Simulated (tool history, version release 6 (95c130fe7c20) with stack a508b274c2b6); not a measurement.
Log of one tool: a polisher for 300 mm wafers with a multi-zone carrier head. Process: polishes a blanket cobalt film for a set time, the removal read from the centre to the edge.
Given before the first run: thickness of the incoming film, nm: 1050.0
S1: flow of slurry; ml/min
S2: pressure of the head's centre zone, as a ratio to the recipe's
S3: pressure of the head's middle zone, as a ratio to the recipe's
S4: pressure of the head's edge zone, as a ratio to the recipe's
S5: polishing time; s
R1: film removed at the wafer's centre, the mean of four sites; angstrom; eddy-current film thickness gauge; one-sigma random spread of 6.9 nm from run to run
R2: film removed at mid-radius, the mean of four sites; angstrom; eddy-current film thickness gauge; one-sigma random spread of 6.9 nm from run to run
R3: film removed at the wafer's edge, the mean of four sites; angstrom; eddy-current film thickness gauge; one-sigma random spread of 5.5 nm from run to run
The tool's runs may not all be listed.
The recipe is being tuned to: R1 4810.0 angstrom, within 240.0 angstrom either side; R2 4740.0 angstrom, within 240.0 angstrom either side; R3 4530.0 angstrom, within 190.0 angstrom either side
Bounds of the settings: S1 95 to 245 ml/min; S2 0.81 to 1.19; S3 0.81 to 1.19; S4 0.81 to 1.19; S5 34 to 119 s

{"run": 1, "hour": 0.0, "S1": 155, "S2": 1.0, "S3": 1.0, "S4": 1.0, "S5": 76, "R1": 3161.1, "R2": 3158.0, "R3": 3336.7}
{"run": 2, "hour": 5.6, "S1": 165, "S2": 1.02, "S3": 1.03, "S4": 1.01, "S5": 80, "R1": 3500.4, "R2": 3592.3, "R3": 3579.1}
{"run": 3, "hour": 6.6, "S1": 165, "S2": 1.02, "S3": 1.03, "S4": 1.01, "S5": 68, "R1": 3009.6, "R2": 3095.2, "R3": 2955.5}
{"run": 4, "hour": 10.4, "S1": 165, "S2": 1.02, "S3": 1.0, "S4": 1.01, "S5": 68, "R1": 2927.5, "R2": 2917.1, "R3": 2978.1}
{"run": 5, "hour": 13.0, "S1": 130, "S2": 1.02, "S3": 1.0, "S4": 1.01, "S5": 68, "R1": 2735.0, "R2": 2687.7, "R3": 2864.6}
{"run": 6, "hour": 18.7, "S1": 130, "S2": 1.02, "S3": 1.06, "S4": 1.01, "S5": 68, "R1": 2775.6, "R2": 2927.8, "R3": 2888.8}
{"run": 7, "hour": 24.6, "S1": 140, "S2": 1.04, "S3": 1.06, "S4": 1.02, "S5": 74, "R1": 3286.2, "R2": 3231.2, "R3": 3164.3}
{"run": 8, "hour": 32.1, "S1": 150, "S2": 1.04, "S3": 1.07, "S4": 1.04, "S5": 78, "R1": 3404.6, "R2": 3463.4, "R3": 3454.8}
{"run": 9, "hour": 35.6, "S1": 160, "S2": 1.06, "S3": 1.08, "S4": 1.06, "S5": 81, "R1": 3715.6, "R2": 3695.7, "R3": 3616.7}

Which of these 5 next moves meets every target?
{"run": "A", "hour": 39.1, "S1": 130, "S2": 1.17, "S3": 1.17, "S4": 1.1, "S5": 101, "R1": "?", "R2": "?", "R3": "?"}
{"run": "B", "hour": 39.1, "S1": 155, "S2": 1.11, "S3": 1.02, "S4": 1.14, "S5": 112, "R1": "?", "R2": "?", "R3": "?"}
{"run": "C", "hour": 39.1, "S1": 120, "S2": 0.97, "S3": 0.86, "S4": 1.19, "S5": 89, "R1": "?", "R2": "?", "R3": "?"}
{"run": "D", "hour": 39.1, "S1": 105, "S2": 0.81, "S3": 0.97, "S4": 1.19, "S5": 108, "R1": "?", "R2": "?", "R3": "?"}
{"run": "E", "hour": 39.1, "S1": 160, "S2": 0.98, "S3": 1.12, "S4": 1.05, "S5": 101, "R1": "?", "R2": "?", "R3": "?"}

move=A R1=4692.8 R2=4729.7 R3=4511.5
move=B R1=5178.3 R2=4851.9 R3=5249.6
move=C R1=3393.0 R2=3150.4 R3=4097.4
move=D R1=3346.6 R2=4065.2 R3=4832.8
move=E R1=4199.1 R2=4772.1 R3=4556.1
A: meets every target
B: pushes the last run's worst result past its target
C: its largest miss is bigger than the last run's
D: pushes the last run's worst result past its target
E: gets the furthest-off result to its target, but another result is out of tolerance
A meets every target.
